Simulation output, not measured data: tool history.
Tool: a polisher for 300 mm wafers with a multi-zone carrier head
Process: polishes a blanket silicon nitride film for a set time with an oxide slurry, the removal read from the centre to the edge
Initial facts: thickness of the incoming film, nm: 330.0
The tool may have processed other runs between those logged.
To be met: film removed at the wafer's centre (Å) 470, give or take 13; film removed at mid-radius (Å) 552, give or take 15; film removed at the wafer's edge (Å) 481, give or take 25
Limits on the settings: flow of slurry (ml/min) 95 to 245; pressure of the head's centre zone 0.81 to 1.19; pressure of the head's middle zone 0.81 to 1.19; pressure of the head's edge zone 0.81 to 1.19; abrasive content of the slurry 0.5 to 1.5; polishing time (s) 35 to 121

run	day	flow of slurry (ml/min)	pressure of the head's centre zone	pressure of the head's middle zone	pressure of the head's edge zone	abrasive content of the slurry	polishing time (s)	film removed at the wafer's centre (Å)	film removed at mid-radius (Å)	film removed at the wafer's edge (Å)
1	0	155	1	1	1	1	78	324.59	331.91	320.75
2	0.204	165	1	1.04	1.03	1.1	79	344.33	353.96	356.51
3	0.3	170	0.99	1.07	0.99	1.2	82	367.41	385.72	375.42
4	0.546	170	0.98	1.1	0.96	1.25	86	393.35	422.58	390.2
5	0.821	170	0.93	1.1	0.96	1.25	86	374.76	413.73	388.35
6	1.05	170	0.92	1.12	0.95	1.3	89	397.57	445.04	407.19
7	1.262	175	0.91	1.14	0.95	1.35	90	406.41	464.27	413.63
8	1.392	185	0.91	1.15	0.97	1.4	91	414.15	484.6	439.41
9	1.608	185	0.91	1.15	0.97	1.4	91	419.04	481.53	428.02
10	1.788	185	0.91	1.16	0.98	1.4	92	424.12	484.58	449.33
11	1.838	190	0.91	1.17	0.97	1.4	93	425.13	495.78	450.46
12	2.133	190	0.91	1.17	0.96	1.4	94	427.62	501.57	456.62
13	2.233	235	0.92	1.19	0.93	1.45	94	445.42	533.92	461.91

Which single option among these 5 for the next run brings every result within its allowed miss of target? Just one does.
A	2.333	235	0.91	1.18	0.95	1.45	99	?	?	?
B	2.333	190	0.91	1.14	1	1.4	95	?	?	?
C	2.333	195	0.9	0.98	1.19	1.45	102	?	?	?
D	2.333	230	0.87	1.16	1.03	1.35	94	?	?	?
E	2.333	230	0.9	1.19	0.94	1.5	89	?	?	?

move	film removed at the wafer's centre (Å)	film removed at mid-radius (Å)	film removed at the wafer's edge (Å)
A	470.61	559.35	490.12
B	431.36	504.66	464.4
C	466.71	506.97	547.26
D	420.91	512.02	469.02
E	423.15	509.61	442.71
A: each result inside its tolerance
B: lands further from the targets than the last run did
C: the furthest-off result lands on target, but another misses its tolerance
D: lands further from the targets than the last run did
E: lands further from the targets than the last run did
The move that meets every target is A.
